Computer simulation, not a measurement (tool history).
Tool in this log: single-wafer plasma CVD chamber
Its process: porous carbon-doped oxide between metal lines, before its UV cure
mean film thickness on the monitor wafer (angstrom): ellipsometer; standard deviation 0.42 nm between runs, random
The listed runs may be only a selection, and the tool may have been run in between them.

| run | hour | heater temperature setpoint (deg C) | RF power (W) | deposition time (s) | mean film thickness on the monitor wafer (angstrom) |
|---|---|---|---|---|---|
| 1 | 0.0 | 275 | 675 | 19.7 | 1585.6 |
| 2 | 6.6 | 265 | 675 | 19.7 | 1686.5 |
| 3 | 11.6 | 265 | 675 | 20.3 | 1731.3 |
| 4 | 13.7 | 265 | 675 | 20.3 | 1726.8 |
| 5 | 20.3 | 265 | 605 | 20.3 | 1650.8 |
| 6 | 22.8 | 273 | 605 | 20.3 | 1564.1 |
| 7 | 28.0 | 278 | 575 | 20.2 | 1485.4 |
| 8 | 31.6 | 282 | 550 | 20.1 | 1419.1 |
| 9 | 32.6 | 285 | 535 | 20.0 | 1367.2 |
| 10 | 39.2 | 287 | 525 | 20.0 | 1348.2 |

Predict the results of run 11:
| 11 | 41.8 | 289 | 515 | 20.0 | ? |

mean film thickness on the monitor wafer (angstrom): 1323.1
